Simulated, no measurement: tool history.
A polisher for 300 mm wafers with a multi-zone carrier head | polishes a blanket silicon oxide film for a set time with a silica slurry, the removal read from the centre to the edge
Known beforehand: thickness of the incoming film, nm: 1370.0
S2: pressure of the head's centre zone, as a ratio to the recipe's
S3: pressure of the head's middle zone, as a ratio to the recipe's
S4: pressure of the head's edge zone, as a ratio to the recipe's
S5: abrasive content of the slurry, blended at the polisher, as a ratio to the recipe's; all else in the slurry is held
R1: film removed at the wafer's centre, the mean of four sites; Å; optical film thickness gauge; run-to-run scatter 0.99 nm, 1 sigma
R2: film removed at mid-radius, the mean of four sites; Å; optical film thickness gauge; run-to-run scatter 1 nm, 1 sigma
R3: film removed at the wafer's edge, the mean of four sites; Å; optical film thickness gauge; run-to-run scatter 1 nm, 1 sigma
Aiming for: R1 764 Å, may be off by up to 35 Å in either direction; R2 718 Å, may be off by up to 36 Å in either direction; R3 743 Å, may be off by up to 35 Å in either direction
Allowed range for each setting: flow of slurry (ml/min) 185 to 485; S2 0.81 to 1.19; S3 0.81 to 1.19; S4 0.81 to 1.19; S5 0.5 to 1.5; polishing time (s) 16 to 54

Run 1, hour 0: flow of slurry (ml/min) 310, S2 1, S3 1, S4 1, S5 1, polishing time (s) 35. Result: R1 1134.1 Å, R2 1154.2 Å, R3 1165.5 Å.
Run 2, hour 5.1: flow of slurry (ml/min) 310, S2 1, S3 0.98, S4 0.98, S5 0.9, polishing time (s) 34. Result: R1 1028.6 Å, R2 1045.4 Å, R3 1048.4 Å.
Run 3, hour 10.1: flow of slurry (ml/min) 310, S2 1, S3 0.98, S4 0.98, S5 1, polishing time (s) 34. Result: R1 1086.4 Å, R2 1072.3 Å, R3 1123.3 Å.
Run 4, hour 18.6: flow of slurry (ml/min) 310, S2 1, S3 0.96, S4 0.96, S5 0.9, polishing time (s) 33. Result: R1 993.25 Å, R2 995.24 Å, R3 1007.4 Å.
Run 5, hour 22: flow of slurry (ml/min) 310, S2 1, S3 0.93, S4 0.95, S5 0.8, polishing time (s) 33. Result: R1 920.18 Å, R2 904.95 Å, R3 923.48 Å.
Run 6, hour 24.8: flow of slurry (ml/min) 245, S2 1, S3 0.93, S4 0.95, S5 0.8, polishing time (s) 33. Result: R1 914.05 Å, R2 877.09 Å, R3 920.77 Å.
Run 7, hour 30.6: flow of slurry (ml/min) 245, S2 1, S3 0.91, S4 0.93, S5 0.75, polishing time (s) 33. Result: R1 871.45 Å, R2 824.06 Å, R3 880.02 Å.
Run 8, hour 37: flow of slurry (ml/min) 250, S2 1, S3 0.9, S4 0.92, S5 0.7, polishing time (s) 33. Result: R1 841.81 Å, R2 797.3 Å, R3 856.69 Å.
At hour 38.3: slurry nozzle cleaned.
Run 9, hour 38.3: flow of slurry (ml/min) 255, S2 1.01, S3 0.9, S4 0.91, S5 0.65, polishing time (s) 33. Result: R1 838.64 Å, R2 787.99 Å, R3 812.14 Å.
Run 10, hour 40.5: flow of slurry (ml/min) 255, S2 1, S3 0.89, S4 0.9, S5 0.65, polishing time (s) 33. Result: R1 831.9 Å, R2 785.48 Å, R3 816.01 Å.
Run 11, hour 44.9: flow of slurry (ml/min) 255, S2 1, S3 0.88, S4 0.87, S5 0.5, polishing time (s) 32. Result: R1 667.09 Å, R2 634 Å, R3 641.32 Å.
Run 12, hour 53.4: flow of slurry (ml/min) 255, S2 1.01, S3 0.89, S4 0.89, S5 0.5, polishing time (s) 32. Result: R1 693.96 Å, R2 638.31 Å, R3 655.31 Å.
Run 13, hour 59.7: flow of slurry (ml/min) 255, S2 1.01, S3 0.89, S4 0.9, S5 0.55, polishing time (s) 32. Result: R1 740.59 Å, R2 683.54 Å, R3 708.52 Å.

Next run, 4 choices. One meets every target within its allowed miss, the rest don't. Which?
Run A, hour 66: flow of slurry (ml/min) 275, S2 0.91, S3 0.89, S4 1.02, S5 0.65, polishing time (s) 31. Result: R1 ?, R2 ?, R3 ?.
Run B, hour 66: flow of slurry (ml/min) 205, S2 1.04, S3 0.94, S4 0.98, S5 0.5, polishing time (s) 35. Result: R1 ?, R2 ?, R3 ?.
Run C, hour 66: flow of slurry (ml/min) 310, S2 1.09, S3 0.87, S4 0.94, S5 0.6, polishing time (s) 28. Result: R1 ?, R2 ?, R3 ?.
Run D, hour 66: flow of slurry (ml/min) 360, S2 1.07, S3 0.81, S4 0.91, S5 0.5, polishing time (s) 34. Result: R1 ?, R2 ?, R3 ?.

move      R1      R2      R3
   A  731.89  758.14  821.37
   B  765.77  727.31  744.73
   C  762.25  644.87   684.8
   D  811.73  659.44  730.35
A: carries the result that was furthest off beyond its target, to the other side
B: hits every target within its allowed miss
C: further off than the last run
D: the worst result of the last run now meets its target, but another is out of spec
B meets every target.
